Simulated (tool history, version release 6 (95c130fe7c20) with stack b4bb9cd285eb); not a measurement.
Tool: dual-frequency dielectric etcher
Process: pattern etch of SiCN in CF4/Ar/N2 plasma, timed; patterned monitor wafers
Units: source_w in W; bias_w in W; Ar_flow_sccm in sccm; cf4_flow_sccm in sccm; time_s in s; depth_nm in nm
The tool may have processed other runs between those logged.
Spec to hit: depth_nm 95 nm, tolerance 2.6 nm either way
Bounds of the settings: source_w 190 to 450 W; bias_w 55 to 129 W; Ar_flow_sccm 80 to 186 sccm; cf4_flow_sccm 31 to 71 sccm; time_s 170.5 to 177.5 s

run,hour,source_w,bias_w,Ar_flow_sccm,cf4_flow_sccm,time_s,depth_nm
1,0,320,92,133,51,170.5,106.26
2,7.2,320,92,144,51,170.5,104.98
3,10.3,320,92,144,56,170.5,107.32
4,15.8,310,92,144,56,170.5,103.58
5,17.6,300,92,144,56,170.5,101.18
6,25.8,320,92,144,56,170.5,106.68
7,27.1,310,92,144,56,170.5,103.84
8,30.9,300,92,144,56,170.5,101.19
9,33.9,290,91,144,56,170.5,97.533

Exactly one of the 4 candidate moves below puts every result within its allowed miss. Which one?
A,36.9,290,90,143,51,175.5,?
B,36.9,240,100,157,57,174.5,?
C,36.9,280,86,148,44,173,?
D,36.9,280,96,142,53,170.5,?

move,depth_nm
A,99.091
B,87.806
C,90.219
D,96.094
A: the biggest miss grows against the last run
B: moves the result that the last run missed by most past its target, out the other side
C: moves the result that the last run missed by most past its target, out the other side
D: all results land within tolerance of their targets
Correct choice: D, which meets every target

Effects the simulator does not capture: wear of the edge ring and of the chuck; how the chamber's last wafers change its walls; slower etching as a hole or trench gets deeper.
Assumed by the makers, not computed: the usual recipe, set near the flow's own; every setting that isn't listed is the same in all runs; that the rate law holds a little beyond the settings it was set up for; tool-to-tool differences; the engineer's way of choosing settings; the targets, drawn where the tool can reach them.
